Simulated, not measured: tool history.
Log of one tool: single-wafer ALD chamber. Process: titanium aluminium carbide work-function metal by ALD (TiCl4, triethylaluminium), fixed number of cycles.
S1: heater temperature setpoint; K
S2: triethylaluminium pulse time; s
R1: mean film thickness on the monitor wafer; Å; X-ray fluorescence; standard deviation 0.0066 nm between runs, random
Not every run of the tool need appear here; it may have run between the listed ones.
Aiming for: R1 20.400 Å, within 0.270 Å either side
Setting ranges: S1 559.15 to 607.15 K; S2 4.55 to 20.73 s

{"run": 1, "hour": 0.0, "S1": 583.15, "S2": 12.64, "R1": 22.017}
{"run": 2, "hour": 2.7, "S1": 583.15, "S2": 11.19, "R1": 21.931}
{"run": 3, "hour": 9.5, "S1": 590.15, "S2": 11.19, "R1": 22.569}
{"run": 4, "hour": 15.0, "S1": 585.15, "S2": 10.71, "R1": 21.909}
{"run": 5, "hour": 22.9, "S1": 582.15, "S2": 10.43, "R1": 21.522}
{"run": 6, "hour": 26.8, "S1": 576.15, "S2": 10.43, "R1": 20.998}
{"run": 7, "hour": 33.4, "S1": 575.15, "S2": 10.32, "R1": 20.731}
{"run": 8, "hour": 34.2, "S1": 574.15, "S2": 10.27, "R1": 20.853}
{"run": 9, "hour": 36.9, "S1": 567.15, "S2": 9.44, "R1": 19.747}
{"run": 10, "hour": 40.1, "S1": 568.15, "S2": 9.53, "R1": 19.826}
{"run": 11, "hour": 41.8, "S1": 569.15, "S2": 9.6, "R1": 20.027}

Which single option among these 4 for the next run brings every result within its allowed miss of target? Just one does.
{"run": "A", "hour": 43.5, "S1": 574.15, "S2": 9.23, "R1": "?"}
{"run": "B", "hour": 43.5, "S1": 565.15, "S2": 9.48, "R1": "?"}
{"run": "C", "hour": 43.5, "S1": 562.15, "S2": 9.68, "R1": "?"}
{"run": "D", "hour": 43.5, "S1": 578.15, "S2": 9.54, "R1": "?"}

move=A R1=20.341
move=B R1=19.615
move=C R1=19.419
move=D R1=20.874
A: all results in spec
B: lands further from the targets than the last run did
C: lands further from the targets than the last run did
D: carries the result that was furthest off beyond its target, to the other side
So the answer is move A, the one that meets all the targets.
